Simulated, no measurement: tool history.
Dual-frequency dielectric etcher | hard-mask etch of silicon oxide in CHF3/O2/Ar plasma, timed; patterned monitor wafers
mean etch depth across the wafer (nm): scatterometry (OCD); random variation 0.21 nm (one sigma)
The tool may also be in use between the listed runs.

| run | hour | source power (W) | bias power (W) | etch time (s) | mean etch depth across the wafer (nm) |
|---|---|---|---|---|---|
| 1 | 0.0 | 490 | 130 | 21.5 | 33.398 |
| 2 | 4.4 | 490 | 111 | 21.5 | 32.644 |
| 3 | 11.3 | 470 | 109 | 21.5 | 31.733 |
| 4 | 14.6 | 520 | 109 | 21.5 | 33.373 |
| 5 | 19.7 | 520 | 126 | 21.5 | 33.771 |
| 6 | 22.6 | 490 | 123 | 21.5 | 32.963 |
| 7 | 28.9 | 470 | 121 | 21.5 | 32.536 |

Run 8 comes next. What will it give?
| 8 | 29.7 | 450 | 119 | 21.5 | ? |

mean etch depth across the wafer (nm): 32.089

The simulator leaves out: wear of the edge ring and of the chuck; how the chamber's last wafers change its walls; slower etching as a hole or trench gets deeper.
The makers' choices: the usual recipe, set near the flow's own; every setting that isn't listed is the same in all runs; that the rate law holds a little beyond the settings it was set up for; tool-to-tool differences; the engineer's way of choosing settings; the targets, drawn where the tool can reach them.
